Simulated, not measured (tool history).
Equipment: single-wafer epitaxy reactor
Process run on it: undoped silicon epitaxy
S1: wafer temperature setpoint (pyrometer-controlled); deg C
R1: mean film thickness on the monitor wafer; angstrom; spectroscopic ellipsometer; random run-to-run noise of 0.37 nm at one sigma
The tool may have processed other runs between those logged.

{"run": 1, "hour": 0.0, "S1": 625, "deposition time (s)": 535, "R1": 496.3}
{"run": 2, "hour": 5.9, "S1": 617, "deposition time (s)": 535, "R1": 413.77}
{"run": 3, "hour": 11.0, "S1": 617, "deposition time (s)": 473, "R1": 366.62}
{"run": 4, "hour": 16.2, "S1": 622, "deposition time (s)": 474, "R1": 407.3}
{"run": 5, "hour": 22.6, "S1": 626, "deposition time (s)": 475, "R1": 440.78}
{"run": 6, "hour": 30.9, "S1": 626, "deposition time (s)": 427, "R1": 401.55}
{"run": 7, "hour": 35.7, "S1": 631, "deposition time (s)": 428, "R1": 443.23}
{"run": 8, "hour": 39.3, "S1": 631, "deposition time (s)": 428, "R1": 448.05}

Estimate the outcome of run 9 from the log above:
{"run": 9, "hour": 41.0, "S1": 643, "deposition time (s)": 431, "R1": "?"}

Run 9 came out at R1 559.05 angstrom.
